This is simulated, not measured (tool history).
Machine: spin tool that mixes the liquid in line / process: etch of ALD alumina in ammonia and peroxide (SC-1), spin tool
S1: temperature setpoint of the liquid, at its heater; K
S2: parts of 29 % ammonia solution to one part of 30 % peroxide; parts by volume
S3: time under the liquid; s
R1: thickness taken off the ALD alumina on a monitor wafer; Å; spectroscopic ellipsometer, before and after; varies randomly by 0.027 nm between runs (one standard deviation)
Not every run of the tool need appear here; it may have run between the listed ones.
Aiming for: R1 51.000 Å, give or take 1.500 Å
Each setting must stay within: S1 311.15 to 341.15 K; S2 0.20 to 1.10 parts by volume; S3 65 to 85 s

run,hour,S1,S2,S3,R1
1,0.0,325.15,0.60,85,44.770
2,4.4,319.65,0.60,85,32.942
3,8.3,321.65,0.60,85,36.672
4,12.6,323.15,0.60,85,40.378
5,17.2,324.15,0.60,85,42.148
6,18.7,324.15,0.40,85,40.702
7,25.2,325.15,0.40,85,42.931
8,34.1,326.15,0.40,85,44.895

5 candidate next runs follow, results not yet known. Just one meets every target within its allowed miss. Identify it.
A,43.0,322.15,0.55,85,?
B,43.0,329.65,0.50,85,?
C,43.0,327.15,0.45,85,?
D,43.0,326.65,0.50,65,?
E,43.0,328.65,0.30,85,?

move,R1
A,37.420
B,55.590
C,48.201
D,36.245
E,50.236
A: its largest miss is bigger than the last run's
B: takes the result that was furthest off past its target
C: gains on the last run, yet a result remains outside its allowed miss
D: its largest miss is bigger than the last run's
E: in spec on every target
Correct choice: E, which meets every target

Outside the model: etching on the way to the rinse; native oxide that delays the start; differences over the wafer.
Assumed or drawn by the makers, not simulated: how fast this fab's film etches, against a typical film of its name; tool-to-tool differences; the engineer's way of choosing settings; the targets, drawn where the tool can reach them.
